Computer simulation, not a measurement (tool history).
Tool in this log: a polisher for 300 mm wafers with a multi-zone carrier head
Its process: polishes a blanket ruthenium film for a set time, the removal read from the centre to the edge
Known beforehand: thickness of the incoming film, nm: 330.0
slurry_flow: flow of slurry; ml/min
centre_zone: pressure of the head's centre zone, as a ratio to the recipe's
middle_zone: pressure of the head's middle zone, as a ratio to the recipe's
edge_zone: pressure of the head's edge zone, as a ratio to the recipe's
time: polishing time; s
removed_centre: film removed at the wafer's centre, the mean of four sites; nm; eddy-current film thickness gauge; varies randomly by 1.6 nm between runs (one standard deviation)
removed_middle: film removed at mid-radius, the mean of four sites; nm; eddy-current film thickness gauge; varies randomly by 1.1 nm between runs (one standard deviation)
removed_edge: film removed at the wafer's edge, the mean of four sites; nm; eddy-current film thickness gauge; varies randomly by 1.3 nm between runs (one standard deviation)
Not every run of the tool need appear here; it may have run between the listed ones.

| run | day | slurry_flow | centre_zone | middle_zone | edge_zone | time | removed_centre | removed_middle | removed_edge |
|---|---|---|---|---|---|---|---|---|---|
| 1 | 0.000 | 180 | 1.00 | 1.00 | 1.00 | 86 | 97.199 | 101.20 | 97.822 |
| 2 | 0.246 | 180 | 1.00 | 1.00 | 1.00 | 105 | 119.270 | 125.02 | 116.600 |
| 3 | 0.383 | 180 | 1.00 | 1.00 | 1.08 | 105 | 120.030 | 122.99 | 122.130 |
| 4 | 0.571 | 180 | 0.95 | 1.02 | 1.09 | 105 | 112.520 | 126.30 | 126.010 |
| 5 | 0.921 | 180 | 0.95 | 1.02 | 1.01 | 105 | 111.330 | 126.50 | 120.040 |
| 6 | 1.292 | 180 | 0.95 | 1.02 | 1.01 | 86 | 90.702 | 101.86 | 99.218 |
| 7 | 1.512 | 195 | 0.94 | 1.06 | 1.06 | 89 | 94.568 | 113.50 | 104.870 |
| 8 | 1.688 | 205 | 0.93 | 1.06 | 1.09 | 92 | 97.737 | 118.02 | 110.660 |

Run 9 is up next; what results do you expect?
| 9 | 1.812 | 215 | 0.92 | 1.06 | 1.12 | 94 | ? | ? | ? |

removed_centre: 104.200 nm
removed_middle: 118.84 nm
removed_edge: 116.560 nm
